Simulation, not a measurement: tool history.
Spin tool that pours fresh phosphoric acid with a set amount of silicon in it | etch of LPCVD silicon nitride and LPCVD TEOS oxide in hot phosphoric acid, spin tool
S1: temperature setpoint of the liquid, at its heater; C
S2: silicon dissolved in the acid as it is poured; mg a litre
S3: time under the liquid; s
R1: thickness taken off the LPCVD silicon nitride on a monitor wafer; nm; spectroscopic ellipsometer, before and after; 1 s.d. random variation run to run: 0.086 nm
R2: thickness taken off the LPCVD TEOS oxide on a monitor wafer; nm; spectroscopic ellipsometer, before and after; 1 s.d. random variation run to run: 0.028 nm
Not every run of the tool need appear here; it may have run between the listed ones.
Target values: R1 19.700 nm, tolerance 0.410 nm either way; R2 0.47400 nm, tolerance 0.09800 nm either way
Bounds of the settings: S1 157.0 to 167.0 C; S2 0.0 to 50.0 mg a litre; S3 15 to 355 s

{"run": 1, "hour": 0.0, "S1": 162.0, "S2": 28.5, "S3": 180, "R1": 15.017, "R2": 0.33543}
{"run": 2, "hour": 5.8, "S1": 162.0, "S2": 14.5, "S3": 180, "R1": 14.958, "R2": 0.55015}
{"run": 3, "hour": 12.2, "S1": 163.5, "S2": 20.0, "S3": 190, "R1": 16.712, "R2": 0.5666}
{"run": 4, "hour": 19.9, "S1": 163.5, "S2": 13.5, "S3": 190, "R1": 16.847, "R2": 0.58057}
{"run": 5, "hour": 25.6, "S1": 164.5, "S2": 17.5, "S3": 195, "R1": 17.721, "R2": 0.60858}
{"run": 6, "hour": 32.0, "S1": 164.5, "S2": 9.0, "S3": 195, "R1": 17.756, "R2": 0.72349}
{"run": 7, "hour": 37.5, "S1": 165.0, "S2": 16.5, "S3": 195, "R1": 17.925, "R2": 0.65179}
{"run": 8, "hour": 38.9, "S1": 165.5, "S2": 22.5, "S3": 200, "R1": 18.74, "R2": 0.56623}

Exercise: of the 4 proposed moves below, exactly one satisfies all targets within the stated allowed misses. Which move is it?
{"run": "A", "hour": 40.3, "S1": 165.0, "S2": 21.0, "S3": 195, "R1": "?", "R2": "?"}
{"run": "B", "hour": 40.3, "S1": 166.0, "S2": 13.5, "S3": 190, "R1": "?", "R2": "?"}
{"run": "C", "hour": 40.3, "S1": 165.5, "S2": 29.0, "S3": 185, "R1": "?", "R2": "?"}
{"run": "D", "hour": 40.3, "S1": 162.5, "S2": 27.0, "S3": 230, "R1": "?", "R2": "?"}

move=A R1=17.823 R2=0.61812
move=B R1=17.944 R2=0.79020
move=C R1=17.189 R2=0.46495
move=D R1=19.357 R2=0.50046
A: the biggest miss grows against the last run
B: the biggest miss grows against the last run
C: the biggest miss grows against the last run
D: in spec on every target
So the answer is move D, the one that meets all the targets.

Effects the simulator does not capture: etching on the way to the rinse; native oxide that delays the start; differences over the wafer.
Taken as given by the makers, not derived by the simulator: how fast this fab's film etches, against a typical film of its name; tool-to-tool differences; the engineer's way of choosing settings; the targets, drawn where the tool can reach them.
